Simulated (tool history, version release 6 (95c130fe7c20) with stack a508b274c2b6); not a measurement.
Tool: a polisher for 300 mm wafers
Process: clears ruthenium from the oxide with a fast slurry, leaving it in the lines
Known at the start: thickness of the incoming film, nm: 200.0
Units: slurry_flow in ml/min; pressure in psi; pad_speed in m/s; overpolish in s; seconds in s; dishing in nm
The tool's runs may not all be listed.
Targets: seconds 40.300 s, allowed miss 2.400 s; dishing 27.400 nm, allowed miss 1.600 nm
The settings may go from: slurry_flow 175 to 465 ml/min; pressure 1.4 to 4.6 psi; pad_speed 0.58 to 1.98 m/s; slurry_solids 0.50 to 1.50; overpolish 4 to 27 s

Run 1, day 0.000: slurry_flow 295 ml/min, pressure 3.0 psi, pad_speed 1.28 m/s, slurry_solids 1.00, overpolish 14 s. Result: seconds 35.072 s, dishing 47.035 nm.
Run 2, day 0.225: slurry_flow 295 ml/min, pressure 3.0 psi, pad_speed 1.28 m/s, slurry_solids 1.00, overpolish 17 s. Result: seconds 33.517 s, dishing 53.620 nm.
Run 3, day 0.433: slurry_flow 295 ml/min, pressure 2.5 psi, pad_speed 1.28 m/s, slurry_solids 1.00, overpolish 17 s. Result: seconds 40.907 s, dishing 47.805 nm.
Run 4, day 0.521: slurry_flow 295 ml/min, pressure 2.5 psi, pad_speed 1.28 m/s, slurry_solids 1.00, overpolish 15 s. Result: seconds 41.103 s, dishing 46.785 nm.
Run 5, day 0.833: slurry_flow 295 ml/min, pressure 2.7 psi, pad_speed 1.20 m/s, slurry_solids 1.00, overpolish 14 s. Result: seconds 40.356 s, dishing 44.014 nm.
Run 6, day 0.912: slurry_flow 295 ml/min, pressure 2.8 psi, pad_speed 1.16 m/s, slurry_solids 0.95, overpolish 13 s. Result: seconds 41.841 s, dishing 40.778 nm.
Run 7, day 1.021: slurry_flow 295 ml/min, pressure 2.9 psi, pad_speed 1.12 m/s, slurry_solids 0.95, overpolish 12 s. Result: seconds 42.260 s, dishing 36.935 nm.
Run 8, day 1.117: slurry_flow 295 ml/min, pressure 3.0 psi, pad_speed 1.10 m/s, slurry_solids 0.95, overpolish 11 s. Result: seconds 41.905 s, dishing 35.271 nm.
Run 9, day 1.200: slurry_flow 295 ml/min, pressure 3.1 psi, pad_speed 1.08 m/s, slurry_solids 0.95, overpolish 10 s. Result: seconds 40.240 s, dishing 32.628 nm.
Run 10, day 1.275: slurry_flow 295 ml/min, pressure 3.1 psi, pad_speed 1.04 m/s, slurry_solids 0.95, overpolish 7 s. Result: seconds 41.351 s, dishing 23.388 nm.

4 next moves are on the table. One of them brings every result within its allowed miss. Which?
Run A, day 1.350: slurry_flow 250 ml/min, pressure 3.3 psi, pad_speed 0.94 m/s, slurry_solids 1.05, overpolish 10 s. Result: seconds ?, dishing ?.
Run B, day 1.350: slurry_flow 255 ml/min, pressure 3.1 psi, pad_speed 0.96 m/s, slurry_solids 1.05, overpolish 7 s. Result: seconds ?, dishing ?.
Run C, day 1.350: slurry_flow 260 ml/min, pressure 3.6 psi, pad_speed 0.90 m/s, slurry_solids 0.90, overpolish 7 s. Result: seconds ?, dishing ?.
Run D, day 1.350: slurry_flow 230 ml/min, pressure 4.2 psi, pad_speed 0.86 m/s, slurry_solids 0.90, overpolish 8 s. Result: seconds ?, dishing ?.

move  seconds  dishing
   A   41.298   32.272
   B   42.759   23.174
   C   43.377   22.886
   D   39.789   27.652
A: takes the result that was furthest off past its target
B: further off than the last run
C: further off than the last run
D: meets every target
Answer: D
